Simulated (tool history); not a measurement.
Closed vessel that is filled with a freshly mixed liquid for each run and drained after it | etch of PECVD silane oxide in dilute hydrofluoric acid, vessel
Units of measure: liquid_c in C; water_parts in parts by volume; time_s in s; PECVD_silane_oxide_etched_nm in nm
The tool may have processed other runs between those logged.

run,hour,liquid_c,water_parts,time_s,PECVD_silane_oxide_etched_nm
1,0,26,45,95,79.704
2,7.6,26,35,95,103.87
3,8.8,26,25,95,146.54
4,10.4,26,35,95,103.54
5,17.9,26,20,95,185.6
6,26.3,26,30,95,122.55
7,33,27,30,95,127.09
8,34.3,27,30,95,127.1
9,35.3,28,30,95,131.47
10,36.6,28.5,30,95,134.32

Forecast run 11:
11,38.9,28.5,30,95,?

Run 11 produced PECVD_silane_oxide_etched_nm 135.9 nm.

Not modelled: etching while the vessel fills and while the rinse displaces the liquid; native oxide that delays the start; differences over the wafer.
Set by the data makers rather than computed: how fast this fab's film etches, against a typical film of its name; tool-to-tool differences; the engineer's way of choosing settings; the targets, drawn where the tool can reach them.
